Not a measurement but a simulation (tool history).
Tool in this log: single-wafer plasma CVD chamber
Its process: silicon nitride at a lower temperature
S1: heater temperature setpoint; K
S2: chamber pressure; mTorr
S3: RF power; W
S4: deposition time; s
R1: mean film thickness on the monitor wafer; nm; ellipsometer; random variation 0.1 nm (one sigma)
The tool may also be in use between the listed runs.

| run | hour | S1 | S2 | S3 | S4 | R1 |
|---|---|---|---|---|---|---|
| 1 | 0.0 | 613.15 | 1760 | 260 | 26.0 | 28.799 |
| 2 | 1.9 | 613.15 | 1760 | 275 | 26.0 | 30.171 |
| 3 | 9.0 | 613.15 | 1870 | 275 | 26.0 | 30.751 |
| 4 | 17.4 | 613.15 | 1670 | 245 | 26.0 | 26.505 |
| 5 | 18.1 | 613.15 | 1500 | 245 | 26.0 | 25.743 |
| 6 | 26.8 | 613.15 | 1500 | 220 | 26.0 | 23.003 |
| 7 | 31.4 | 613.15 | 1420 | 220 | 26.0 | 22.736 |

Estimate the outcome of run 8 from the log above:
|  | 37.7 | RF generator calibrated |
| 8 | 37.7 | 613.15 | 1360 | 220 | 26.0 | ? |

Run 8 produced R1 23.347 nm.

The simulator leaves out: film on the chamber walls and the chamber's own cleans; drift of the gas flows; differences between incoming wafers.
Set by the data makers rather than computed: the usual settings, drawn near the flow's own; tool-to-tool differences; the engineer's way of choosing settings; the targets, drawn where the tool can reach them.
